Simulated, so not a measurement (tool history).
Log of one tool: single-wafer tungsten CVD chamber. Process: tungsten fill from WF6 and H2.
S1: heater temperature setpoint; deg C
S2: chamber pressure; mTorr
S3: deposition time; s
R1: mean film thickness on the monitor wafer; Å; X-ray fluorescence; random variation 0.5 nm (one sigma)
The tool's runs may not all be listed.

{"run": 1, "hour": 0.0, "S1": 375, "S2": 32900, "S3": 40.3, "R1": 770.08}
{"run": 2, "hour": 2.7, "S1": 375, "S2": 36300, "S3": 40.3, "R1": 805.76}
{"run": 3, "hour": 9.5, "S1": 364, "S2": 36300, "S3": 40.3, "R1": 617.11}
{"run": 4, "hour": 14.2, "S1": 358, "S2": 36300, "S3": 40.3, "R1": 530.46}
{"run": 5, "hour": 14.7, "S1": 361, "S2": 36400, "S3": 40.3, "R1": 571.52}
{"run": 6, "hour": 22.1, "S1": 361, "S2": 36400, "S3": 40.3, "R1": 576.31}
{"run": 7, "hour": 22.9, "S1": 363, "S2": 36400, "S3": 40.3, "R1": 599.88}
{"run": 8, "hour": 24.3, "S1": 375, "S2": 37000, "S3": 40.3, "R1": 816.29}
{"run": 9, "hour": 30.8, "S1": 376, "S2": 37000, "S3": 40.3, "R1": 837.5}
{"run": 10, "hour": 36.4, "S1": 376, "S2": 37000, "S3": 40.3, "R1": 831.63}

Forecast run 11:
{"run": 11, "hour": 40.8, "S1": 376, "S2": 37000, "S3": 40.3, "R1": "?"}

Run 11 gave R1 838.07 Å.

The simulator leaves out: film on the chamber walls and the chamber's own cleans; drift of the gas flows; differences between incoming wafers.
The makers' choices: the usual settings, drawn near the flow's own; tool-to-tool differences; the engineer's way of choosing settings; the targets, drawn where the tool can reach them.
